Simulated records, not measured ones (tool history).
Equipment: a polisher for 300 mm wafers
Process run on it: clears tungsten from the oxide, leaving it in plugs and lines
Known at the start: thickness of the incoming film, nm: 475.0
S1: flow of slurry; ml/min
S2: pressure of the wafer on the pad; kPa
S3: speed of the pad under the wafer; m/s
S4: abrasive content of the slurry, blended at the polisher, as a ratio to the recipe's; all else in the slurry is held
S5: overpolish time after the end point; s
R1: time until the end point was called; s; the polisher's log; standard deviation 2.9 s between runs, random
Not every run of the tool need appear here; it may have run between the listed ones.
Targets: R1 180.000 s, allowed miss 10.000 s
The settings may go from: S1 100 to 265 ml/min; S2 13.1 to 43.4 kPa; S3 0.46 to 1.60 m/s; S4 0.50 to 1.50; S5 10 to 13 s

Run 1, hour 0.0: S1 170 ml/min, S2 28.3 kPa, S3 1.02 m/s, S4 1.00, S5 13 s. Result: R1 101.110 s.
Run 2, hour 6.9: S1 170 ml/min, S2 28.3 kPa, S3 1.22 m/s, S4 1.00, S5 13 s. Result: R1 85.497 s.
Run 3, hour 13.7: S1 170 ml/min, S2 34.5 kPa, S3 1.22 m/s, S4 1.00, S5 13 s. Result: R1 68.314 s.
Run 4, hour 19.6: S1 170 ml/min, S2 27.6 kPa, S3 1.22 m/s, S4 1.00, S5 13 s. Result: R1 89.886 s.
Run 5, hour 23.5: S1 170 ml/min, S2 27.6 kPa, S3 1.22 m/s, S4 1.00, S5 13 s. Result: R1 87.593 s.
Run 6, hour 27.5: S1 170 ml/min, S2 24.8 kPa, S3 1.18 m/s, S4 1.00, S5 13 s. Result: R1 100.040 s.
Run 7, hour 34.3: S1 170 ml/min, S2 22.8 kPa, S3 1.14 m/s, S4 1.00, S5 13 s. Result: R1 111.350 s.
Run 8, hour 36.4: S1 170 ml/min, S2 20.7 kPa, S3 1.10 m/s, S4 1.00, S5 13 s. Result: R1 125.320 s.
Run 9, hour 38.2: S1 170 ml/min, S2 19.3 kPa, S3 1.08 m/s, S4 1.00, S5 13 s. Result: R1 140.210 s.
Run 10, hour 41.4: S1 170 ml/min, S2 17.9 kPa, S3 1.08 m/s, S4 1.00, S5 13 s. Result: R1 151.830 s.
Run 11, hour 45.2: S1 170 ml/min, S2 17.2 kPa, S3 1.08 m/s, S4 1.00, S5 13 s. Result: R1 157.130 s.
Run 12, hour 49.7: S1 170 ml/min, S2 16.5 kPa, S3 1.08 m/s, S4 1.00, S5 13 s. Result: R1 162.770 s.
Run 13, hour 53.8: S1 170 ml/min, S2 13.8 kPa, S3 1.06 m/s, S4 1.00, S5 13 s. Result: R1 193.320 s.

Next run, 4 choices. One meets every target within its allowed miss, the rest don't. Which?
Run A, hour 57.9: S1 235 ml/min, S2 15.9 kPa, S3 1.18 m/s, S4 0.85, S5 13 s. Result: R1 ?.
Run B, hour 57.9: S1 145 ml/min, S2 15.2 kPa, S3 1.08 m/s, S4 0.95, S5 11 s. Result: R1 ?.
Run C, hour 57.9: S1 175 ml/min, S2 16.5 kPa, S3 1.06 m/s, S4 1.05, S5 13 s. Result: R1 ?.
Run D, hour 57.9: S1 230 ml/min, S2 15.9 kPa, S3 0.84 m/s, S4 1.00, S5 10 s. Result: R1 ?.

move       R1
   A  156.310
   B  185.040
   C  162.970
   D  204.870
A: moves the result that the last run missed by most past its target, out the other side
B: meets every target
C: moves the result that the last run missed by most past its target, out the other side
D: lands further from the targets than the last run did
Correct choice: B, which meets every target
